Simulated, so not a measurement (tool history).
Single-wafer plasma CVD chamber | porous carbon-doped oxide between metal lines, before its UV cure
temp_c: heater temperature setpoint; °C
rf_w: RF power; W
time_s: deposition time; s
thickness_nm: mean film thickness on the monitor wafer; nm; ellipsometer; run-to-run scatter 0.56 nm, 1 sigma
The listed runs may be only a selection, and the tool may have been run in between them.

{"run": 1, "hour": 0.0, "temp_c": 315, "rf_w": 420, "time_s": 17.7, "thickness_nm": 76.22}
{"run": 2, "hour": 3.3, "temp_c": 313, "rf_w": 430, "time_s": 17.7, "thickness_nm": 78.621}
{"run": 3, "hour": 5.2, "temp_c": 311, "rf_w": 440, "time_s": 17.7, "thickness_nm": 79.724}
{"run": 4, "hour": 12.6, "temp_c": 311, "rf_w": 440, "time_s": 17.7, "thickness_nm": 80.178}
{"run": 5, "hour": 15.2, "temp_c": 309, "rf_w": 450, "time_s": 17.7, "thickness_nm": 82.574}
{"run": 6, "hour": 16.8, "temp_c": 307, "rf_w": 460, "time_s": 17.7, "thickness_nm": 83.615}

Expected results for the next run?
{"run": 7, "hour": 17.5, "temp_c": 307, "rf_w": 460, "time_s": 17.7, "thickness_nm": "?"}

thickness_nm: 85.501 nm
